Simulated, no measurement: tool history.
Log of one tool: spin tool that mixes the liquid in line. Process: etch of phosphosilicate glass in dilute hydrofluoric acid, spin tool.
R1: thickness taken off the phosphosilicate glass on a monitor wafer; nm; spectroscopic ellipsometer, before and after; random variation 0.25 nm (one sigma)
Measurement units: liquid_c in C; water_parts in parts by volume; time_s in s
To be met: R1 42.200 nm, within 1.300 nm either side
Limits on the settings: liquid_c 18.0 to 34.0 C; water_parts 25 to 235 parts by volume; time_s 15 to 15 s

{"run": 1, "hour": 0.0, "liquid_c": 26.0, "water_parts": 130, "time_s": 15, "R1": 17.188}
{"run": 2, "hour": 5.5, "liquid_c": 28.0, "water_parts": 130, "time_s": 15, "R1": 18.574}
{"run": 3, "hour": 9.0, "liquid_c": 30.0, "water_parts": 110, "time_s": 15, "R1": 24.349}
{"run": 4, "hour": 11.6, "liquid_c": 30.0, "water_parts": 110, "time_s": 15, "R1": 24.253}
{"run": 5, "hour": 17.6, "liquid_c": 31.0, "water_parts": 95, "time_s": 15, "R1": 29.865}
{"run": 6, "hour": 19.8, "liquid_c": 34.0, "water_parts": 95, "time_s": 15, "R1": 32.99}
{"run": 7, "hour": 21.9, "liquid_c": 34.0, "water_parts": 85, "time_s": 15, "R1": 37.869}
{"run": 8, "hour": 26.5, "liquid_c": 34.0, "water_parts": 85, "time_s": 15, "R1": 37.748}

Next run, 5 choices. One meets every target within its allowed miss, the rest don't. Which?
{"run": "A", "hour": 31.1, "liquid_c": 27.5, "water_parts": 65, "time_s": 15, "R1": "?"}
{"run": "B", "hour": 31.1, "liquid_c": 33.5, "water_parts": 75, "time_s": 15, "R1": "?"}
{"run": "C", "hour": 31.1, "liquid_c": 33.5, "water_parts": 80, "time_s": 15, "R1": "?"}
{"run": "D", "hour": 31.1, "liquid_c": 31.0, "water_parts": 75, "time_s": 15, "R1": "?"}
{"run": "E", "hour": 31.1, "liquid_c": 33.0, "water_parts": 80, "time_s": 15, "R1": "?"}

move=A R1=39.898
move=B R1=42.874
move=C R1=39.875
move=D R1=39.028
move=E R1=39.143
A: an improvement on the last run, though not all results are within tolerance
B: hits every target within its allowed miss
C: an improvement on the last run, though not all results are within tolerance
D: an improvement on the last run, though not all results are within tolerance
E: an improvement on the last run, though not all results are within tolerance
B is the move that brings every result within its allowed miss.
